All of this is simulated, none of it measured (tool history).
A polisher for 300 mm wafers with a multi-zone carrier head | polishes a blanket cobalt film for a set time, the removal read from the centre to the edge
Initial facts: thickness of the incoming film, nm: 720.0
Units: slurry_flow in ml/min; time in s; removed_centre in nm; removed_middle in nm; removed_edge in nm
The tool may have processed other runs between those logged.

run,hour,slurry_flow,centre_zone,middle_zone,edge_zone,time,removed_centre,removed_middle,removed_edge
1,0,210,1,1,1,67,181.03,192.36,190.7
2,3.7,200,0.97,0.97,0.99,66,173.95,187.21,187.64
3,11.8,195,0.95,0.95,0.99,64,163.26,177.21,184.53
4,15.6,195,0.95,1.02,0.99,64,162.86,186.24,181.05
5,18,190,0.94,0.99,0.98,62,156.52,176.72,175.66
6,21.6,185,0.93,0.97,0.97,61,153.49,170.18,172.58

What will run 7 give?
7,29.6,180,0.91,0.95,0.96,60,?,?,?

removed_centre: 144.32 nm
removed_middle: 164.08 nm
removed_edge: 168.18 nm

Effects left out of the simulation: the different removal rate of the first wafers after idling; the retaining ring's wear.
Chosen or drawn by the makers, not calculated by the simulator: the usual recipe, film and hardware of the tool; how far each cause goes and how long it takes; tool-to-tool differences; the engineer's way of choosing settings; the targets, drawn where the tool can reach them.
